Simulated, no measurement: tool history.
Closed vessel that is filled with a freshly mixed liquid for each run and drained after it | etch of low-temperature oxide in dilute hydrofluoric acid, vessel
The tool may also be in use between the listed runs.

| run | hour | temperature setpoint of the liquid (K) | parts of water to one part of 49 % hydrofluoric acid (parts by volume) | time in the liquid (s) | thickness taken off the low-temperature oxide on a monitor wafer (Å) |
|---|---|---|---|---|---|
| 1 | 0 | 298.15 | 150 | 180 | 233.86 |
| 2 | 8.1 | 297.15 | 160 | 180 | 207.76 |
| 3 | 16.9 | 300.65 | 160 | 180 | 235.71 |
| 4 | 22.7 | 299.15 | 170 | 180 | 209.73 |
| 5 | 30 | 299.15 | 170 | 135 | 157.7 |
| 6 | 36 | 299.15 | 140 | 135 | 196.7 |
| 7 | 39 | 298.15 | 150 | 135 | 173.94 |
| 8 | 45.3 | 297.15 | 155 | 135 | 161.74 |

Forecast run 9:
| 9 | 48.7 | 296.15 | 160 | 135 | ? |

{"run 9": {"thickness taken off the low-temperature oxide on a monitor wafer (Å)": 149.11}}
